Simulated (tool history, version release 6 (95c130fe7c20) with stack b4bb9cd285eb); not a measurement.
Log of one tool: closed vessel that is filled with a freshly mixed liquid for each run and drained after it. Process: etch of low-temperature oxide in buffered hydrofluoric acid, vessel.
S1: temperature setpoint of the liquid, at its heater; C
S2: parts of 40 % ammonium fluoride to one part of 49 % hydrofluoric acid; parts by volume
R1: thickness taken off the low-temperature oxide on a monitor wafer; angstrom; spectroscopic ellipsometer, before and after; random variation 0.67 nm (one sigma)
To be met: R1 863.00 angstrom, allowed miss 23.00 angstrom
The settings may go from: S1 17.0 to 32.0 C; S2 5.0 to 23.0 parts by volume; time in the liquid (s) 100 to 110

{"run": 1, "hour": 0.0, "S1": 25.0, "S2": 14.0, "time in the liquid (s)": 100, "R1": 1499.6}
{"run": 2, "hour": 4.5, "S1": 25.0, "S2": 14.0, "time in the liquid (s)": 110, "R1": 1653.5}
{"run": 3, "hour": 8.5, "S1": 23.5, "S2": 14.5, "time in the liquid (s)": 110, "R1": 1476.6}
{"run": 4, "hour": 16.8, "S1": 22.5, "S2": 15.0, "time in the liquid (s)": 110, "R1": 1347.8}
{"run": 5, "hour": 19.1, "S1": 21.5, "S2": 15.5, "time in the liquid (s)": 110, "R1": 1226.8}
{"run": 6, "hour": 23.1, "S1": 23.0, "S2": 15.5, "time in the liquid (s)": 110, "R1": 1328.1}
{"run": 7, "hour": 30.1, "S1": 22.0, "S2": 15.5, "time in the liquid (s)": 110, "R1": 1267.1}
{"run": 8, "hour": 31.6, "S1": 21.0, "S2": 16.0, "time in the liquid (s)": 110, "R1": 1165.3}
{"run": 9, "hour": 39.9, "S1": 20.0, "S2": 16.5, "time in the liquid (s)": 110, "R1": 1061.4}
{"run": 10, "hour": 45.8, "S1": 19.5, "S2": 16.5, "time in the liquid (s)": 110, "R1": 1035.8}
{"run": 11, "hour": 53.4, "S1": 19.0, "S2": 16.5, "time in the liquid (s)": 110, "R1": 1009.8}

4 next moves are on the table. One of them brings every result within its allowed miss. Which?
{"run": "A", "hour": 61.0, "S1": 20.0, "S2": 16.5, "time in the liquid (s)": 110, "R1": "?"}
{"run": "B", "hour": 61.0, "S1": 18.5, "S2": 17.0, "time in the liquid (s)": 100, "R1": "?"}
{"run": "C", "hour": 61.0, "S1": 17.0, "S2": 17.0, "time in the liquid (s)": 100, "R1": "?"}
{"run": "D", "hour": 61.0, "S1": 19.0, "S2": 16.5, "time in the liquid (s)": 100, "R1": "?"}

move=A R1=1046.10
move=B R1=848.01
move=C R1=778.07
move=D R1=898.60
A: further off than the last run
B: meets every target
C: takes the result that was furthest off past its target
D: nearer than the last run, and not there yet
Move B is the one to make.
